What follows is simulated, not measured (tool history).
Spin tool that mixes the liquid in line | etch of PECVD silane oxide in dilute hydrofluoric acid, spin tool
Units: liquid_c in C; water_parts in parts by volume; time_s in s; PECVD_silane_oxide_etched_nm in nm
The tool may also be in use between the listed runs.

run	hour	liquid_c	water_parts	time_s	PECVD_silane_oxide_etched_nm
1	0.0	22.0	115	290	63.956
2	5.6	25.0	115	290	73.003
3	10.8	25.0	70	290	124.300
4	12.3	23.0	70	290	113.120
5	16.6	23.0	110	290	69.063
6	22.3	26.0	110	290	78.942
7	30.0	24.0	115	290	69.095
8	32.0	22.5	120	290	62.398
9	38.3	22.5	120	290	63.133
10	40.0	21.0	125	290	55.395

The next listed run, before its measurement:
11	48.8	20.0	125	290	?

{"run 11": {"PECVD_silane_oxide_etched_nm": 53.593}}
